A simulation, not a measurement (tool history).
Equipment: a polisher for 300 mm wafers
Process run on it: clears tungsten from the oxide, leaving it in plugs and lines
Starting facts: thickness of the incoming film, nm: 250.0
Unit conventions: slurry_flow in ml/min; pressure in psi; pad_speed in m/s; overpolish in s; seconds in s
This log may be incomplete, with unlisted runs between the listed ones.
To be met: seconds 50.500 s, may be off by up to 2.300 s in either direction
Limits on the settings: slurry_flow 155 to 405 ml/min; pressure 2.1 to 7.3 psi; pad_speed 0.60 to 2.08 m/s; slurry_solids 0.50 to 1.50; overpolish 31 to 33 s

run,day,slurry_flow,pressure,pad_speed,slurry_solids,overpolish,seconds
1,0.000,260,4.7,1.34,1.00,31,35.762
2,0.183,260,4.7,1.34,1.20,31,34.785
3,0.221,215,4.7,1.34,1.20,31,35.666
4,0.475,215,4.2,1.32,1.20,31,40.996
5,0.833,215,4.0,1.32,1.20,31,41.677
6,1.162,255,4.0,1.32,1.20,31,41.606
7,1.233,255,3.8,1.32,1.20,31,43.891
8,1.375,255,3.6,1.32,1.20,31,45.866
9,1.579,255,3.5,1.32,1.20,31,47.208

Pick the move, out of 5, that brings all results within their allowed miss; only one does.
A,1.783,155,3.1,1.40,1.00,33,?
B,1.783,250,3.5,1.12,1.25,31,?
C,1.783,225,3.1,1.36,1.30,33,?
D,1.783,320,2.5,1.46,1.40,31,?
E,1.783,255,3.6,1.32,1.15,33,?

move,seconds
A,55.618
B,54.164
C,51.094
D,55.603
E,45.874
A: the result that was furthest off in the last run now lies on the other side of its target
B: the result that was furthest off in the last run now lies on the other side of its target
C: hits every target within its allowed miss
D: the result that was furthest off in the last run now lies on the other side of its target
E: its largest miss is bigger than the last run's
So the answer is move C, the one that meets all the targets.
